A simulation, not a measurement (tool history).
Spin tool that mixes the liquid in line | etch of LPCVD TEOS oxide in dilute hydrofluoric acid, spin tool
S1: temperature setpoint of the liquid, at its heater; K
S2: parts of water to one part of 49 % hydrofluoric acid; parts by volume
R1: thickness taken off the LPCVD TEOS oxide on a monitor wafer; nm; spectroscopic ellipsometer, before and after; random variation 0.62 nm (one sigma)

Run 1, hour 0.0: S1 295.15 K, S2 130 parts by volume, time under the liquid (s) 300. Result: R1 44.268 nm.
Run 2, hour 5.0: S1 297.15 K, S2 120 parts by volume, time under the liquid (s) 300. Result: R1 52.575 nm.
Run 3, hour 11.9: S1 295.15 K, S2 120 parts by volume, time under the liquid (s) 300. Result: R1 48.722 nm.
Run 4, hour 14.0: S1 297.15 K, S2 110 parts by volume, time under the liquid (s) 300. Result: R1 58.829 nm.
Run 5, hour 16.8: S1 298.65 K, S2 105 parts by volume, time under the liquid (s) 300. Result: R1 65.474 nm.
Run 6, hour 20.6: S1 296.15 K, S2 105 parts by volume, time under the liquid (s) 300. Result: R1 59.302 nm.
Run 7, hour 26.1: S1 298.15 K, S2 100 parts by volume, time under the liquid (s) 300. Result: R1 67.758 nm.
Run 8, hour 27.9: S1 299.65 K, S2 100 parts by volume, time under the liquid (s) 300. Result: R1 71.407 nm.

Forecast run 9:
Run 9, hour 32.6: S1 303.15 K, S2 90 parts by volume, time under the liquid (s) 300. Result: R1 ?.

{"run 9": {"R1": 92.069}}
